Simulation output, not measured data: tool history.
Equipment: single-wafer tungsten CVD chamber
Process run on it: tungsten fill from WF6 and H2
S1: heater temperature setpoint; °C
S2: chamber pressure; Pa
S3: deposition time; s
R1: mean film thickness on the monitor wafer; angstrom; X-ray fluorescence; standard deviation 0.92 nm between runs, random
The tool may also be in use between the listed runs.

run	hour	S1	S2	S3	R1
1	0	400	7199	37.4	1512.2
2	4	401	7199	37.4	1537.4
3	12.9	402	7199	37.4	1560.7
4	13.9	403	7199	37.4	1570.5
5	16.3	404	7199	37.4	1613.6
6	21.8	397	7199	37.4	1446

Predict the results of run 7:
7	27.8	399	7213	37.4	?

R1: 1487.1 angstrom
